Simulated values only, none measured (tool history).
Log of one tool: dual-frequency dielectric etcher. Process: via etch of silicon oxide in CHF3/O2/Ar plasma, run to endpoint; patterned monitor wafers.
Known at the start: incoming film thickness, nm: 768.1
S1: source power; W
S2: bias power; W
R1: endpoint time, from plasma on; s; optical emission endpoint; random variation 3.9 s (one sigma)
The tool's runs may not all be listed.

run 1 day=0 | S1=570 S2=198 | R1=396.26
run 2 day=0.204 | S1=520 S2=186 | R1=420.9
run 3 day=0.479 | S1=520 S2=216 | R1=386.19
run 4 day=0.617 | S1=490 S2=200 | R1=414.55
run 5 day=0.812 | S1=490 S2=177 | R1=440.32
run 6 day=1.162 | S1=450 S2=177 | R1=459.49
run 7 day=1.433 | S1=440 S2=176 | R1=463.04

Run 8 comes next. What will it give?
run 8 day=1.7 | S1=380 S2=166 | R1=?

R1: 503 s
